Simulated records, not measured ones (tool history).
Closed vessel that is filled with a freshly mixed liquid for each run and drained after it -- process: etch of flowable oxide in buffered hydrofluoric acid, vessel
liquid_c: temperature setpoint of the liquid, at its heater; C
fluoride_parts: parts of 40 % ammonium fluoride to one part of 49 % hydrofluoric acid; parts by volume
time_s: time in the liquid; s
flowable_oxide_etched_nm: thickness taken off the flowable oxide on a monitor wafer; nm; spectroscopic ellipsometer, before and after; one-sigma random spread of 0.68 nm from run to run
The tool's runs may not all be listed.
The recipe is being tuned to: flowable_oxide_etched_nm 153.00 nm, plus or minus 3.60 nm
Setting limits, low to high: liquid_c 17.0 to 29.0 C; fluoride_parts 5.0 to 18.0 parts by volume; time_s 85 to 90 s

run  hour  liquid_c  fluoride_parts  time_s  flowable_oxide_etched_nm
  1   0.0      21.0            11.0      85                    234.25
  2   8.2      21.0            14.0      85                    184.65
  3  13.2      20.5            14.0      85                    179.52
  4  20.4      20.0            14.0      85                    174.95
  5  21.3      20.0            14.0      85                    175.33
  6  29.4      20.0            12.0      85                    201.51
  7  38.3      17.0            14.0      85                    146.72
  8  40.0      17.0            14.0      85                    146.65

Which one of the following 4 next-run settings gets every result inside its allowed miss? There is exactly one.
  A  41.7      17.0            13.5      85                         ?
  B  41.7      17.5            14.0      90                         ?
  C  41.7      18.0            13.5      85                         ?
  D  41.7      17.0            13.5      90                         ?

move  flowable_oxide_etched_nm
   A                    153.56
   B                    161.43
   C                    162.57
   D                    162.60
A: meets every target
B: takes the result that was furthest off past its target
C: takes the result that was furthest off past its target
D: takes the result that was furthest off past its target
Answer: A
